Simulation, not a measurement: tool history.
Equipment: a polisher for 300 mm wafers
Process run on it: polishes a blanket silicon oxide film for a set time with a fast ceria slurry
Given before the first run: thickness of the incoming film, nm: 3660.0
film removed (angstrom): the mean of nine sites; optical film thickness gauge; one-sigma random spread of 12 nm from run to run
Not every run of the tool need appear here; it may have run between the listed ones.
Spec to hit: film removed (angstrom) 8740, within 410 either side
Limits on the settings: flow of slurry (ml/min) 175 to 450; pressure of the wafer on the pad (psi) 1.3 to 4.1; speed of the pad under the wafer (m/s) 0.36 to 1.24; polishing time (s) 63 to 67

run,hour,flow of slurry (ml/min),pressure of the wafer on the pad (psi),speed of the pad under the wafer (m/s),polishing time (s),film removed (angstrom)
1,0,290,2.7,0.8,63,5734.6
2,5.8,290,2.7,0.9,63,6532.2
3,7.1,290,2.8,0.9,63,6838.9
4,15.4,290,2.8,0.9,67,6976.7
5,21.6,290,2.8,0.8,67,6374.9
6,27.4,290,2.8,0.8,67,6347.8
7,28.8,290,2.9,0.8,67,6707.3
8,33.2,290,2.9,0.8,67,6740.3
9,39.3,290,3,0.8,67,6739.7

Below are 4 possible settings for the next run. Only one of them brings all results inside the allowed miss of their targets. Which is it?
A,45.4,190,2.9,1,67,?
B,45.4,370,3.4,0.88,67,?
C,45.4,300,3.3,0.84,67,?
D,45.4,265,3.3,1.02,67,?

move,film removed (angstrom)
A,7873.9
B,8511.3
C,7795.6
D,9337.3
A: moves toward the targets from the last run without getting all of them in spec
B: meets every target
C: moves toward the targets from the last run without getting all of them in spec
D: moves the result that the last run missed by most past its target, out the other side
B meets every target.
